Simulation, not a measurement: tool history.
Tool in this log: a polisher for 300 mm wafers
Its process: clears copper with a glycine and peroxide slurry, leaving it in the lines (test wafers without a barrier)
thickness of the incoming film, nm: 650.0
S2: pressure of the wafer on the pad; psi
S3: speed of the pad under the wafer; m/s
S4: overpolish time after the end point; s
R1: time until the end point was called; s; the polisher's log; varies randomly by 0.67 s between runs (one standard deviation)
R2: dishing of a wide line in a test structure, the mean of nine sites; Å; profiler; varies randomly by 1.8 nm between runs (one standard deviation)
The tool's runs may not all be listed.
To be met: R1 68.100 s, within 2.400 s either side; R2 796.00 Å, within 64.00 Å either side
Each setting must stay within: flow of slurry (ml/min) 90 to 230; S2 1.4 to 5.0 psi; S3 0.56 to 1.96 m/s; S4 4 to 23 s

Run 1, hour 0.0: flow of slurry (ml/min) 150, S2 3.2 psi, S3 1.26 m/s, S4 12 s. Result: R1 98.745 s, R2 477.65 Å.
Run 2, hour 1.3: flow of slurry (ml/min) 150, S2 3.2 psi, S3 1.12 m/s, S4 12 s. Result: R1 108.450 s, R2 462.32 Å.
Run 3, hour 6.5: flow of slurry (ml/min) 150, S2 2.5 psi, S3 1.12 m/s, S4 12 s. Result: R1 130.380 s, R2 368.56 Å.
Run 4, hour 8.0: flow of slurry (ml/min) 155, S2 3.0 psi, S3 1.14 m/s, S4 12 s. Result: R1 113.810 s, R2 443.80 Å.
Run 5, hour 15.6: flow of slurry (ml/min) 155, S2 2.3 psi, S3 1.14 m/s, S4 12 s. Result: R1 134.700 s, R2 379.29 Å.
Run 6, hour 19.7: flow of slurry (ml/min) 160, S2 2.9 psi, S3 1.16 m/s, S4 12 s. Result: R1 111.550 s, R2 419.36 Å.
Run 7, hour 20.7: flow of slurry (ml/min) 170, S2 3.3 psi, S3 1.16 m/s, S4 13 s. Result: R1 103.670 s, R2 475.74 Å.
Run 8, hour 26.0: flow of slurry (ml/min) 170, S2 3.7 psi, S3 1.18 m/s, S4 13 s. Result: R1 92.484 s, R2 550.92 Å.
Run 9, hour 33.1: flow of slurry (ml/min) 170, S2 4.0 psi, S3 1.18 m/s, S4 13 s. Result: R1 87.109 s, R2 565.48 Å.
Run 10, hour 38.1: flow of slurry (ml/min) 170, S2 4.2 psi, S3 1.20 m/s, S4 13 s. Result: R1 81.687 s, R2 606.04 Å.
Run 11, hour 42.9: flow of slurry (ml/min) 185, S2 4.9 psi, S3 1.20 m/s, S4 15 s. Result: R1 72.808 s, R2 734.63 Å.
Run 12, hour 51.1: flow of slurry (ml/min) 185, S2 4.9 psi, S3 1.22 m/s, S4 15 s. Result: R1 71.282 s, R2 740.23 Å.

Which of these 5 next moves meets every target?
Run A, hour 59.3: flow of slurry (ml/min) 225, S2 5.0 psi, S3 1.36 m/s, S4 12 s. Result: R1 ?, R2 ?.
Run B, hour 59.3: flow of slurry (ml/min) 185, S2 5.0 psi, S3 1.34 m/s, S4 11 s. Result: R1 ?, R2 ?.
Run C, hour 59.3: flow of slurry (ml/min) 205, S2 5.0 psi, S3 1.36 m/s, S4 15 s. Result: R1 ?, R2 ?.
Run D, hour 59.3: flow of slurry (ml/min) 150, S2 4.9 psi, S3 1.48 m/s, S4 15 s. Result: R1 ?, R2 ?.
Run E, hour 59.3: flow of slurry (ml/min) 185, S2 5.0 psi, S3 1.24 m/s, S4 16 s. Result: R1 ?, R2 ?.

move      R1      R2
   A  61.411  700.16
   B  63.662  642.68
   C  62.048  804.24
   D  60.704  812.18
   E  68.321  790.14
A: carries the result that was furthest off beyond its target, to the other side
B: carries the result that was furthest off beyond its target, to the other side
C: carries the result that was furthest off beyond its target, to the other side
D: carries the result that was furthest off beyond its target, to the other side
E: all results in spec
The move that meets every target is E.
